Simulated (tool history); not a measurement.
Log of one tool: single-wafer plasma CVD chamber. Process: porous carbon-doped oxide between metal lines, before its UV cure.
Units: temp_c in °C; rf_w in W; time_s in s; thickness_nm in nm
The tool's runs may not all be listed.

run  hour  temp_c  rf_w  time_s  thickness_nm
  1   0.0     325   420    20.8        86.426
  2   2.7     325   420    21.5        88.789
  3   5.5     318   420    21.5        91.455
  4  12.3     316   430    21.5        93.937
  5  16.2     315   435    21.5        95.030
  6  17.1     314   440    21.5        96.833
  7  25.1     313   445    21.5        98.308
  8  28.6     312   445    21.5        97.672

The next listed run, before its measurement:
  9  34.8     311   450    21.5             ?

Run 9 gave thickness_nm 99.373 nm.

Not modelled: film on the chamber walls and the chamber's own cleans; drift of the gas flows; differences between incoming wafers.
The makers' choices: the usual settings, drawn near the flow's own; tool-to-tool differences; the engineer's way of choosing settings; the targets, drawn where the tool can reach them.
